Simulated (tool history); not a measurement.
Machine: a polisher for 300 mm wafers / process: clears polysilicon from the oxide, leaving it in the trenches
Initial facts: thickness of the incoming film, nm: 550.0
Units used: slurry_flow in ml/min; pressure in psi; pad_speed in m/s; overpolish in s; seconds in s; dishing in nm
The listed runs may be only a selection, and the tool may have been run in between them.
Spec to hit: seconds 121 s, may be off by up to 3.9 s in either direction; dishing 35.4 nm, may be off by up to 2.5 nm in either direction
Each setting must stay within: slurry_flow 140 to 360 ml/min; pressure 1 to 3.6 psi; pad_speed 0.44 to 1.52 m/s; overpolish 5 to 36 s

{"run": 1, "day": 0.0, "slurry_flow": 230, "pressure": 2.3, "pad_speed": 0.98, "overpolish": 18, "seconds": 41.465, "dishing": 44.307}
{"run": 2, "day": 0.338, "slurry_flow": 205, "pressure": 2.3, "pad_speed": 0.98, "overpolish": 18, "seconds": 42.04, "dishing": 43.184}
{"run": 3, "day": 0.621, "slurry_flow": 185, "pressure": 1.9, "pad_speed": 0.84, "overpolish": 14, "seconds": 59.294, "dishing": 43.516}
{"run": 4, "day": 0.921, "slurry_flow": 170, "pressure": 1.6, "pad_speed": 0.76, "overpolish": 11, "seconds": 77.727, "dishing": 37.341}
{"run": 5, "day": 1.154, "slurry_flow": 170, "pressure": 1.4, "pad_speed": 0.72, "overpolish": 13, "seconds": 91.773, "dishing": 35.936}
{"run": 6, "day": 1.533, "slurry_flow": 170, "pressure": 1.3, "pad_speed": 0.68, "overpolish": 16, "seconds": 105.31, "dishing": 37.897}
{"run": 7, "day": 1.825, "slurry_flow": 165, "pressure": 1.2, "pad_speed": 0.68, "overpolish": 15, "seconds": 115.61, "dishing": 34.462}
{"run": 8, "day": 2.162, "slurry_flow": 175, "pressure": 1.2, "pad_speed": 0.68, "overpolish": 16, "seconds": 113.59, "dishing": 35.335}
{"run": 9, "day": 2.3, "slurry_flow": 170, "pressure": 1, "pad_speed": 0.68, "overpolish": 17, "seconds": 133.31, "dishing": 35.213}
{"run": 10, "day": 2.462, "slurry_flow": 175, "pressure": 1, "pad_speed": 0.68, "overpolish": 16, "seconds": 134.73, "dishing": 33.567}
{"run": 11, "day": 2.838, "slurry_flow": 170, "pressure": 1, "pad_speed": 0.68, "overpolish": 16, "seconds": 131.3, "dishing": 33.822}

4 next moves are on the table. One of them brings every result within its allowed miss. Which?
{"run": "A", "day": 3.212, "slurry_flow": 170, "pressure": 1.3, "pad_speed": 0.62, "overpolish": 23, "seconds": "?", "dishing": "?"}
{"run": "B", "day": 3.212, "slurry_flow": 175, "pressure": 1.1, "pad_speed": 0.68, "overpolish": 16, "seconds": "?", "dishing": "?"}
{"run": "C", "day": 3.212, "slurry_flow": 175, "pressure": 1.1, "pad_speed": 0.74, "overpolish": 15, "seconds": "?", "dishing": "?"}
{"run": "D", "day": 3.212, "slurry_flow": 175, "pressure": 1.5, "pad_speed": 0.56, "overpolish": 23, "seconds": "?", "dishing": "?"}

move=A seconds=114.89 dishing=41.192
move=B seconds=122.71 dishing=35.779
move=C seconds=113.15 dishing=36.025
move=D seconds=110.07 dishing=41.606
A: carries the result that was furthest off beyond its target, to the other side
B: all results land within tolerance of their targets
C: carries the result that was furthest off beyond its target, to the other side
D: carries the result that was furthest off beyond its target, to the other side
The right move is B.
